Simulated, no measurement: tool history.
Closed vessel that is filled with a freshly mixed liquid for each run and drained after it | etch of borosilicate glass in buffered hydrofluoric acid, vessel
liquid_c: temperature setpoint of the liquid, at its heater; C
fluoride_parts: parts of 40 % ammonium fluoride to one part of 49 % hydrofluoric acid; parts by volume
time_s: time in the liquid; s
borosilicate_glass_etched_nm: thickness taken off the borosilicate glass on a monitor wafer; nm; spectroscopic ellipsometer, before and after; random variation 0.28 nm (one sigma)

Run 1, hour 0: liquid_c 22 C, fluoride_parts 10 parts by volume, time_s 90 s. Result: borosilicate_glass_etched_nm 107.59 nm.
Run 2, hour 3.9: liquid_c 22 C, fluoride_parts 8.5 parts by volume, time_s 90 s. Result: borosilicate_glass_etched_nm 122.66 nm.
Run 3, hour 12.9: liquid_c 22 C, fluoride_parts 8.5 parts by volume, time_s 95 s. Result: borosilicate_glass_etched_nm 129.3 nm.
Run 4, hour 16.6: liquid_c 22 C, fluoride_parts 9.5 parts by volume, time_s 95 s. Result: borosilicate_glass_etched_nm 117.64 nm.
Run 5, hour 23.2: liquid_c 21 C, fluoride_parts 9.5 parts by volume, time_s 95 s. Result: borosilicate_glass_etched_nm 111.43 nm.
Run 6, hour 25.6: liquid_c 20.5 C, fluoride_parts 9.5 parts by volume, time_s 95 s. Result: borosilicate_glass_etched_nm 108.08 nm.
Run 7, hour 33.8: liquid_c 20 C, fluoride_parts 9.5 parts by volume, time_s 95 s. Result: borosilicate_glass_etched_nm 105.48 nm.
Run 8, hour 41: liquid_c 19.5 C, fluoride_parts 9.5 parts by volume, time_s 95 s. Result: borosilicate_glass_etched_nm 102.22 nm.

Run 9 comes next. What will it give?
Run 9, hour 49.2: liquid_c 19 C, fluoride_parts 9.5 parts by volume, time_s 95 s. Result: borosilicate_glass_etched_nm ?.

Run 9 gave borosilicate_glass_etched_nm 100.31 nm.
